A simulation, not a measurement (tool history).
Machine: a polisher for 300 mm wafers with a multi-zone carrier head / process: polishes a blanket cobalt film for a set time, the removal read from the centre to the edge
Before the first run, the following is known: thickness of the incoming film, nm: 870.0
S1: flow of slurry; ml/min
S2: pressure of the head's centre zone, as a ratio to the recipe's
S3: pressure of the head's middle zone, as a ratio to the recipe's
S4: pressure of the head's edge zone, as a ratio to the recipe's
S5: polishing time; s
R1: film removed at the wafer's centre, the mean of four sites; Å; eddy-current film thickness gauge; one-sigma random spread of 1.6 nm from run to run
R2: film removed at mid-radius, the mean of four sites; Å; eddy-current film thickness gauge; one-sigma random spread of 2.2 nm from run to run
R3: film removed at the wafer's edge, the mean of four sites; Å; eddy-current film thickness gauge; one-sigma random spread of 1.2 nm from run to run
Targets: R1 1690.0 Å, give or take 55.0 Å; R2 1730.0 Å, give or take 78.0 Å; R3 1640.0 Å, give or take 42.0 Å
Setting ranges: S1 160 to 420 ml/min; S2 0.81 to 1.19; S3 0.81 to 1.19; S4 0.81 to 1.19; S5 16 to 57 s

run 1 hour=0.0 | S1=270 S2=1.00 S3=1.00 S4=1.00 S5=36 | R1=2621.2 R2=2639.3 R3=2709.7
run 2 hour=2.3 | S1=270 S2=1.00 S3=1.00 S4=0.95 S5=31 | R1=2330.4 R2=2272.1 R3=2279.2
run 3 hour=8.0 | S1=335 S2=1.00 S3=1.00 S4=0.95 S5=31 | R1=2379.9 R2=2295.7 R3=2326.0
run 4 hour=11.3 | S1=325 S2=0.97 S3=1.00 S4=0.91 S5=28 | R1=2096.0 R2=2094.7 R3=2085.4
run 5 hour=16.7 | S1=385 S2=0.97 S3=1.00 S4=0.91 S5=28 | R1=2093.6 R2=2133.7 R3=2103.5
run 6 hour=21.1 | S1=385 S2=0.96 S3=1.00 S4=0.88 S5=26 | R1=1895.9 R2=1978.0 R3=1908.4
run 7 hour=27.2 | S1=385 S2=0.96 S3=0.99 S4=0.86 S5=25 | R1=1851.7 R2=1844.0 R3=1821.2
run 8 hour=33.6 | S1=385 S2=0.96 S3=1.00 S4=0.84 S5=24 | R1=1787.5 R2=1802.5 R3=1758.4

5 candidate next runs follow, results not yet known. Just one meets every target within its allowed miss. Identify it.
run A hour=40.0 | S1=395 S2=1.00 S3=1.08 S4=0.85 S5=24 | R1=? R2=? R3=?
run B hour=40.0 | S1=375 S2=0.96 S3=1.08 S4=0.81 S5=24 | R1=? R2=? R3=?
run C hour=40.0 | S1=410 S2=0.91 S3=1.02 S4=0.86 S5=24 | R1=? R2=? R3=?
run D hour=40.0 | S1=400 S2=0.99 S3=1.06 S4=0.92 S5=22 | R1=? R2=? R3=?
run E hour=40.0 | S1=390 S2=0.98 S3=0.94 S4=0.89 S5=22 | R1=? R2=? R3=?

move=A R1=1828.5 R2=1965.2 R3=1749.6
move=B R1=1746.9 R2=1957.6 R3=1721.1
move=C R1=1667.1 R2=1883.3 R3=1760.6
move=D R1=1660.7 R2=1776.2 R3=1642.3
move=E R1=1639.0 R2=1611.6 R3=1626.5
A: moves away from the targets compared with the last run
B: about the same distance from the targets as the last run
C: about the same distance from the targets as the last run
D: every result within its allowed miss
E: brings the last run's worst result on target, with another outside its allowed miss
Answer: D
